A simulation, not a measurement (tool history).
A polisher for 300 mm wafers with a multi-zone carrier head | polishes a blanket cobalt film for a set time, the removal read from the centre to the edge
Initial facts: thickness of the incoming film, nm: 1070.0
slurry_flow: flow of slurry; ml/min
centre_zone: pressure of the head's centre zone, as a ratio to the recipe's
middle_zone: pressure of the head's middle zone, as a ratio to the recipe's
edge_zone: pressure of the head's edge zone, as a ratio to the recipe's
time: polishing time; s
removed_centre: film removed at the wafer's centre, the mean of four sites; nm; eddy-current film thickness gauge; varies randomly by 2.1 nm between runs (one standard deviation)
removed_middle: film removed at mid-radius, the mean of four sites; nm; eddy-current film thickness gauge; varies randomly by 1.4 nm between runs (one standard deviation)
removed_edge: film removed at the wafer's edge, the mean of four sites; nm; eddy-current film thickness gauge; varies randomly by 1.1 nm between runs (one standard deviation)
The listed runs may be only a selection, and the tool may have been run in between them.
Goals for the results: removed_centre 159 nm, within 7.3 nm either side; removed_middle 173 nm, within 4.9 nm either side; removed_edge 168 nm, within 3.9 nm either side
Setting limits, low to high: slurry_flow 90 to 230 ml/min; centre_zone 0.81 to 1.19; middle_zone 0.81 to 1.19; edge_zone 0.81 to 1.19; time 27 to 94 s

run	hour	slurry_flow	centre_zone	middle_zone	edge_zone	time	removed_centre	removed_middle	removed_edge
1	0	150	1	1	1	60	225.61	223.45	217.38
2	4.2	175	1	1	1	60	228.8	228.61	223.95
3	11.2	165	0.98	0.99	0.98	59	218.87	218.9	215.31
4	17.4	165	0.98	1.05	0.98	59	223.62	227.21	212.04
5	24.1	165	0.98	1.05	1.02	59	219.16	228.96	218.31
6	31.1	160	0.96	1.04	1	58	211.47	221.38	212.34
7	38.7	155	0.94	1.03	0.98	57	197.38	216.75	205.41
8	44.1	150	0.94	1.01	0.96	56	193.7	210.96	197.24
9	48.5	145	0.94	0.99	0.95	55	190.25	200.79	192.87
10	56.1	140	0.93	0.98	0.93	55	184.22	199.76	187.47
11	60.9	135	0.92	0.96	0.92	55	181.56	194.99	188.64
12	61.5	130	0.91	0.95	0.91	55	175.91	191.59	186.54
13	69.1	125	0.91	0.94	0.9	55	171.12	192.23	182.98
14	75	125	0.91	0.93	0.89	55	173.96	188.01	184.72
15	77.1	120	0.91	0.93	0.88	55	173.4	184.86	181.39
16	85.5	115	0.91	0.93	0.87	55	168.91	181.63	178.83
17	88.6	110	0.91	0.93	0.86	55	171.09	183.1	175.76

5 candidate next runs follow, results not yet known. Just one meets every target within its allowed miss. Identify it.
A	91.7	125	0.95	0.82	0.91	54	?	?	?
B	91.7	110	0.93	1.1	0.81	56	?	?	?
C	91.7	90	0.92	0.98	0.86	55	?	?	?
D	91.7	110	0.94	0.83	0.93	51	?	?	?
E	91.7	100	0.95	0.92	0.87	51	?	?	?

move	removed_centre	removed_middle	removed_edge
A	185.09	174.38	179.82
B	180.56	199.29	172.35
C	161.95	173.1	166.23
D	166.05	159.75	167.38
E	162.1	162.01	158.95
A: brings the last run's worst result on target, with another outside its allowed miss
B: misses by more than the last run did
C: all results land within tolerance of their targets
D: takes the biggest miss from the last run beyond its target
E: takes the biggest miss from the last run beyond its target
So the answer is move C, the one that meets all the targets.

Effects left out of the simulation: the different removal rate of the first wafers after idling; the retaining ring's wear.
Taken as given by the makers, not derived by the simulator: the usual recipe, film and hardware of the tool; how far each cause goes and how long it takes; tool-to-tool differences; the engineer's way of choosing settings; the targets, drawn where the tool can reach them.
